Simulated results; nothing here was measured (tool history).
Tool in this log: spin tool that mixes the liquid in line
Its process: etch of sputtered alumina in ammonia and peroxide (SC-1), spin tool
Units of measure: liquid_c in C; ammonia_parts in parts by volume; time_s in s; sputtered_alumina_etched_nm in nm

| run | hour | liquid_c | ammonia_parts | time_s | sputtered_alumina_etched_nm |
|---|---|---|---|---|---|
| 1 | 0 | 50 | 0.5 | 295 | 8.9443 |
| 2 | 8.9 | 47 | 0.5 | 295 | 7.4209 |
| 3 | 17.8 | 47 | 0.5 | 315 | 8.0144 |
| 4 | 22 | 47 | 0.65 | 315 | 8.2538 |
| 5 | 29.8 | 47 | 0.75 | 315 | 8.2777 |
| 6 | 37.9 | 45 | 0.75 | 315 | 7.4167 |
| 7 | 41.7 | 43.5 | 0.75 | 315 | 6.8942 |

What will run 8 give?
| 8 | 43.4 | 42.5 | 0.75 | 315 | ? |

sputtered_alumina_etched_nm: 6.4804 nm
